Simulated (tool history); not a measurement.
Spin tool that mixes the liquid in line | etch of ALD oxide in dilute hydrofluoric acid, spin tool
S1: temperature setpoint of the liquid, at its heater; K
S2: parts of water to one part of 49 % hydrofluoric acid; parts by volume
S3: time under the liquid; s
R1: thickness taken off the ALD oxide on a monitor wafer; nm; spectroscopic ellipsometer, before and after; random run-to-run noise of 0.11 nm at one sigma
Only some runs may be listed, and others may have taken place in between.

{"run": 1, "hour": 0.0, "S1": 293.15, "S2": 200, "S3": 285, "R1": 17.159}
{"run": 2, "hour": 2.0, "S1": 295.15, "S2": 190, "S3": 285, "R1": 19.666}
{"run": 3, "hour": 7.8, "S1": 296.65, "S2": 185, "S3": 285, "R1": 21.47}
{"run": 4, "hour": 13.2, "S1": 296.65, "S2": 150, "S3": 285, "R1": 27.544}
{"run": 5, "hour": 20.3, "S1": 294.65, "S2": 150, "S3": 285, "R1": 25.463}
{"run": 6, "hour": 25.0, "S1": 294.65, "S2": 120, "S3": 285, "R1": 32.792}
{"run": 7, "hour": 32.6, "S1": 293.65, "S2": 120, "S3": 285, "R1": 31.562}
{"run": 8, "hour": 37.1, "S1": 292.65, "S2": 120, "S3": 285, "R1": 30.432}

What does the tool deliver on the next run?
{"run": 9, "hour": 42.1, "S1": 292.15, "S2": 120, "S3": 285, "R1": "?"}

{"run 9": {"R1": 29.839}}
